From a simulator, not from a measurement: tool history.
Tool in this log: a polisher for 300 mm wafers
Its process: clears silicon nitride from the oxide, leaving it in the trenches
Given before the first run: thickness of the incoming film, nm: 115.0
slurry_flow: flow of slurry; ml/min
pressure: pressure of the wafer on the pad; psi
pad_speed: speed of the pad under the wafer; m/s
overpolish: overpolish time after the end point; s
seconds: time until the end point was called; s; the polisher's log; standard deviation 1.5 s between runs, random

Run 1, hour 0.0: slurry_flow 160 ml/min, pressure 2.8 psi, pad_speed 0.78 m/s, overpolish 7 s. Result: seconds 155.61 s.
Run 2, hour 3.4: slurry_flow 160 ml/min, pressure 2.2 psi, pad_speed 0.78 m/s, overpolish 7 s. Result: seconds 189.90 s.
Run 3, hour 5.5: slurry_flow 160 ml/min, pressure 2.8 psi, pad_speed 0.78 m/s, overpolish 7 s. Result: seconds 157.99 s.
Run 4, hour 13.2: slurry_flow 160 ml/min, pressure 2.8 psi, pad_speed 0.78 m/s, overpolish 7 s. Result: seconds 158.30 s.
Run 5, hour 19.4: slurry_flow 160 ml/min, pressure 2.8 psi, pad_speed 0.78 m/s, overpolish 7 s. Result: seconds 157.04 s.
Run 6, hour 24.6: slurry_flow 160 ml/min, pressure 3.0 psi, pad_speed 0.78 m/s, overpolish 7 s. Result: seconds 152.63 s.
Run 7, hour 26.2: slurry_flow 160 ml/min, pressure 3.2 psi, pad_speed 0.78 m/s, overpolish 7 s. Result: seconds 141.47 s.
Run 8, hour 33.0: slurry_flow 160 ml/min, pressure 3.3 psi, pad_speed 0.78 m/s, overpolish 7 s. Result: seconds 137.88 s.
Run 9, hour 39.0: slurry_flow 160 ml/min, pressure 3.4 psi, pad_speed 0.78 m/s, overpolish 7 s. Result: seconds 136.47 s.
Run 10, hour 44.2: slurry_flow 160 ml/min, pressure 3.5 psi, pad_speed 0.78 m/s, overpolish 7 s. Result: seconds 130.49 s.
Run 11, hour 45.2: slurry_flow 160 ml/min, pressure 3.6 psi, pad_speed 0.78 m/s, overpolish 7 s. Result: seconds 129.74 s.

For run 12, what comes out?
Run 12, hour 46.8: slurry_flow 160 ml/min, pressure 3.7 psi, pad_speed 0.78 m/s, overpolish 7 s. Result: seconds ?.

Run 12 produced seconds 125.37 s.
